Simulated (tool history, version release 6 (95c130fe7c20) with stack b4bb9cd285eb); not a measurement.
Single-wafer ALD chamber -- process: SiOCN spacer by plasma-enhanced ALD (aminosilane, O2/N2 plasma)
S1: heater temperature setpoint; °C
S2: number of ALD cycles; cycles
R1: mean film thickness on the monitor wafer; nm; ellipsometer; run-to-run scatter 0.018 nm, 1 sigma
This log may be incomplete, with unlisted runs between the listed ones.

{"run": 1, "hour": 0.0, "S1": 405, "S2": 73, "R1": 4.5142}
{"run": 2, "hour": 4.9, "S1": 401, "S2": 73, "R1": 4.553}
{"run": 3, "hour": 6.9, "S1": 403, "S2": 70, "R1": 4.3062}
{"run": 4, "hour": 8.8, "S1": 395, "S2": 70, "R1": 4.3837}
{"run": 5, "hour": 16.1, "S1": 396, "S2": 67, "R1": 4.2104}
{"run": 6, "hour": 23.0, "S1": 398, "S2": 65, "R1": 4.0457}
{"run": 7, "hour": 30.6, "S1": 399, "S2": 63, "R1": 3.9265}
{"run": 8, "hour": 36.7, "S1": 400, "S2": 61, "R1": 3.7953}
{"run": 9, "hour": 41.0, "S1": 401, "S2": 60, "R1": 3.7137}
{"run": 10, "hour": 44.6, "S1": 402, "S2": 59, "R1": 3.6582}
{"run": 11, "hour": 50.8, "S1": 403, "S2": 58, "R1": 3.6207}
{"run": 12, "hour": 53.0, "S1": 404, "S2": 57, "R1": 3.5056}
{"run": 13, "hour": 62.0, "S1": 406, "S2": 56, "R1": 3.4195}
{"run": 14, "hour": 69.9, "S1": 406, "S2": 56, "R1": 3.4473}

What does the tool deliver on the next run?
{"run": 15, "hour": 73.5, "S1": 407, "S2": 56, "R1": "?"}

{"run 15": {"R1": 3.4264}}
